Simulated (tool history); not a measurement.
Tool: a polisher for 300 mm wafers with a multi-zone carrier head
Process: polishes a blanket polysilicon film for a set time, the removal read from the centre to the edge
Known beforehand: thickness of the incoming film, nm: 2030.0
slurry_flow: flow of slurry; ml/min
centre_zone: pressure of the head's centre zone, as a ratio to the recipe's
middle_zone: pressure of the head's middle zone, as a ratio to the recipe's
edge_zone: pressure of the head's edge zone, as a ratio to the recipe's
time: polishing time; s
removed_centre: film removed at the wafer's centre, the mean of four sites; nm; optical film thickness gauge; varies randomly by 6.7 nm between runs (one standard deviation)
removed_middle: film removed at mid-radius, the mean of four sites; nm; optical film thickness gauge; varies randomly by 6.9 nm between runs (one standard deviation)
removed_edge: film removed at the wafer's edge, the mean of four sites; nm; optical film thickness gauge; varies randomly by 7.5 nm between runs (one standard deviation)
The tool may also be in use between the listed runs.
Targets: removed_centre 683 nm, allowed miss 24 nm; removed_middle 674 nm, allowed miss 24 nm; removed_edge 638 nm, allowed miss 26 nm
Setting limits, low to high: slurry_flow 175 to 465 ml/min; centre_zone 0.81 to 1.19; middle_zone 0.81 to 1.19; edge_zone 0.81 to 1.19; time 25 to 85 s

run  hour  slurry_flow  centre_zone  middle_zone  edge_zone  time  removed_centre  removed_middle  removed_edge
  1     0          295            1            1          1    55           468.7          482.63        451.11
  2   0.7          295            1            1          1    66           561.4          581.49        550.48
  3   7.8          295            1         0.97          1    66          554.52          570.29        552.52
  4  13.2          300         1.02         0.99       1.02    67          584.35          568.42        562.92
  5  21.7          300         1.02         0.99       0.98    67          589.74          581.15        554.49
  6  28.7          255         1.02         0.99       0.98    67          576.29           564.1        538.79
  7  35.3          255         1.02         0.99       0.98    67          583.87          577.26        546.51
  8  36.1          260         1.03         1.01       0.99    68          592.64          588.38        545.05
  9  41.5          280         1.03         1.01       0.99    69          612.19          604.05         570.2
 10  49.1          295         1.03         1.02          1    70           629.6           619.2        584.11
 11  52.4          310         1.03         1.03       1.01    70          626.67          626.88         586.8

Exercise: of the 5 proposed moves below, exactly one satisfies all targets within the stated allowed misses. Which move is it?
  A  55.7          275         0.91         0.98       1.12    76               ?               ?             ?
  B  55.7          305         0.97         1.18       0.88    66               ?               ?             ?
  C  55.7          250         1.09         1.14        0.9    75               ?               ?             ?
  D  55.7          285         1.17         1.14       1.03    67               ?               ?             ?
  E  55.7          310         1.08         1.05       1.09    73               ?               ?             ?

move  removed_centre  removed_middle  removed_edge
   A          580.13           653.4        660.84
   B          543.66          671.19        513.25
   C          680.39          726.13        581.27
   D          661.95          656.54        558.88
   E          670.47          671.99        630.64
A: lands further from the targets than the last run did
B: lands further from the targets than the last run did
C: brings the last run's worst result on target, with another outside its allowed miss
D: brings the last run's worst result on target, with another outside its allowed miss
E: every result within its allowed miss
E is the move that brings every result within its allowed miss.

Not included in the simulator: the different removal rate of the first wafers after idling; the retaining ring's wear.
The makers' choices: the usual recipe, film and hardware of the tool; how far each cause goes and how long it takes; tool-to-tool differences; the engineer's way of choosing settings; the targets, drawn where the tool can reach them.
